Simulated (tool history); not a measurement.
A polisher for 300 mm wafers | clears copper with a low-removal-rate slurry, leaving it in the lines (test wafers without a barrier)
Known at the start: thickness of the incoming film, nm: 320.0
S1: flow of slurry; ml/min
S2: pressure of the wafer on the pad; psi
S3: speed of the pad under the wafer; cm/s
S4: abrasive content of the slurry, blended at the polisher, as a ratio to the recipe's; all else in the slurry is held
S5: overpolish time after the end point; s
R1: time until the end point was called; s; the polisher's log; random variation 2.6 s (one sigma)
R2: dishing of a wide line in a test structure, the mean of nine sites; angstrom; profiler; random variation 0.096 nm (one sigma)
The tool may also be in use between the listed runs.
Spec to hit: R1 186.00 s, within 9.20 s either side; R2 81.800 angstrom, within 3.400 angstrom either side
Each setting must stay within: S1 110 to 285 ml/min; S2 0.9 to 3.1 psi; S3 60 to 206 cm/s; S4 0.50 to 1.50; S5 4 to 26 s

| run | hour | S1 | S2 | S3 | S4 | S5 | R1 | R2 |
|---|---|---|---|---|---|---|---|---|
| 1 | 0.0 | 180 | 2.0 | 132 | 1.00 | 13 | 105.96 | 119.590 |
| 2 | 5.2 | 180 | 2.0 | 132 | 1.00 | 8 | 107.64 | 98.528 |
| 3 | 8.6 | 180 | 1.7 | 130 | 1.00 | 8 | 121.51 | 91.620 |
| 4 | 15.2 | 180 | 1.7 | 130 | 1.00 | 11 | 124.86 | 107.490 |
| 5 | 18.7 | 180 | 1.7 | 130 | 1.10 | 11 | 119.25 | 108.130 |
| 6 | 23.5 | 180 | 1.7 | 130 | 1.10 | 16 | 119.04 | 120.590 |
| 7 | 32.3 | 180 | 1.5 | 124 | 1.10 | 14 | 134.14 | 111.140 |
| 8 | 39.8 | 180 | 1.3 | 120 | 1.10 | 12 | 157.68 | 97.995 |
| 9 | 44.5 | 180 | 1.2 | 120 | 1.10 | 11 | 172.75 | 90.200 |

Exactly one of the 5 candidate moves below puts every result within its allowed miss. Which one?
| A | 49.2 | 200 | 0.9 | 130 | 1.10 | 16 | ? | ? |
| B | 49.2 | 200 | 1.2 | 136 | 1.10 | 11 | ? | ? |
| C | 49.2 | 170 | 1.1 | 134 | 0.90 | 12 | ? | ? |
| D | 49.2 | 175 | 1.0 | 128 | 1.00 | 10 | ? | ? |
| E | 49.2 | 195 | 1.1 | 138 | 1.05 | 14 | ? | ? |

| move | R1 | R2 |
|---|---|---|
| A | 191.29 | 103.530 |
| B | 150.77 | 98.389 |
| C | 171.04 | 96.315 |
| D | 186.16 | 83.312 |
| E | 160.26 | 106.110 |
A: the biggest miss grows against the last run
B: the biggest miss grows against the last run
C: the biggest miss grows against the last run
D: each result inside its tolerance
E: the biggest miss grows against the last run
Answer: D
